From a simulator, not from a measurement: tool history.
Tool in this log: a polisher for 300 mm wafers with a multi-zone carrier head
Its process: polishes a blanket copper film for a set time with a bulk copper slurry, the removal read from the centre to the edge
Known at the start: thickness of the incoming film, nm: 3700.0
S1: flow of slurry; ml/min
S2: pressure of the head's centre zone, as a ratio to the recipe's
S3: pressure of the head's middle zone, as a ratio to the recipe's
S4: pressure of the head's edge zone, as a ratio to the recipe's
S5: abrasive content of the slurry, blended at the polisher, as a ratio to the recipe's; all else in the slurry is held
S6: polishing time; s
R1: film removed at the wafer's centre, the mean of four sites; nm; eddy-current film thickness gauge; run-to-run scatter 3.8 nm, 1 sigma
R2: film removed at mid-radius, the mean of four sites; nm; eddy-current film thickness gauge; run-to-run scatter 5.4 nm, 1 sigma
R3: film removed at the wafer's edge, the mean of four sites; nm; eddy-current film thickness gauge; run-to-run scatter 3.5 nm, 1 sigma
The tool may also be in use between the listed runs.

{"run": 1, "hour": 0.0, "S1": 290, "S2": 1.0, "S3": 1.0, "S4": 1.0, "S5": 1.0, "S6": 39, "R1": 426.29, "R2": 415.47, "R3": 431.72}
{"run": 2, "hour": 0.6, "S1": 290, "S2": 1.01, "S3": 1.01, "S4": 0.98, "S5": 0.95, "S6": 38, "R1": 418.2, "R2": 393.45, "R3": 411.03}
{"run": 3, "hour": 9.6, "S1": 290, "S2": 1.01, "S3": 1.01, "S4": 1.03, "S5": 0.95, "S6": 38, "R1": 422.37, "R2": 390.97, "R3": 421.54}
{"run": 4, "hour": 13.4, "S1": 290, "S2": 1.01, "S3": 1.07, "S4": 1.03, "S5": 0.95, "S6": 38, "R1": 412.43, "R2": 418.69, "R3": 421.18}
{"run": 5, "hour": 22.1, "S1": 290, "S2": 1.01, "S3": 1.07, "S4": 1.0, "S5": 0.9, "S6": 38, "R1": 410.05, "R2": 405.04, "R3": 403.71}
{"run": 6, "hour": 25.0, "S1": 290, "S2": 1.01, "S3": 1.07, "S4": 1.05, "S5": 0.9, "S6": 38, "R1": 412.3, "R2": 424.41, "R3": 414.22}
{"run": 7, "hour": 26.5, "S1": 290, "S2": 1.01, "S3": 1.07, "S4": 1.03, "S5": 0.85, "S6": 38, "R1": 404.17, "R2": 400.69, "R3": 405.54}
{"run": 8, "hour": 28.7, "S1": 290, "S2": 1.01, "S3": 1.08, "S4": 1.0, "S5": 0.8, "S6": 38, "R1": 393.72, "R2": 403.74, "R3": 387.95}
{"run": 9, "hour": 37.4, "S1": 290, "S2": 1.01, "S3": 1.08, "S4": 1.0, "S5": 0.8, "S6": 38, "R1": 393.73, "R2": 405.33, "R3": 393.4}
{"run": 10, "hour": 43.7, "S1": 290, "S2": 1.02, "S3": 1.08, "S4": 0.98, "S5": 0.75, "S6": 38, "R1": 393.7, "R2": 408.99, "R3": 386.54}

Run 11 comes next. What will it give?
{"run": 11, "hour": 48.4, "S1": 290, "S2": 1.07, "S3": 0.98, "S4": 0.88, "S5": 0.5, "S6": 36, "R1": "?", "R2": "?", "R3": "?"}

R1: 346.99 nm
R2: 317.32 nm
R3: 311.48 nm
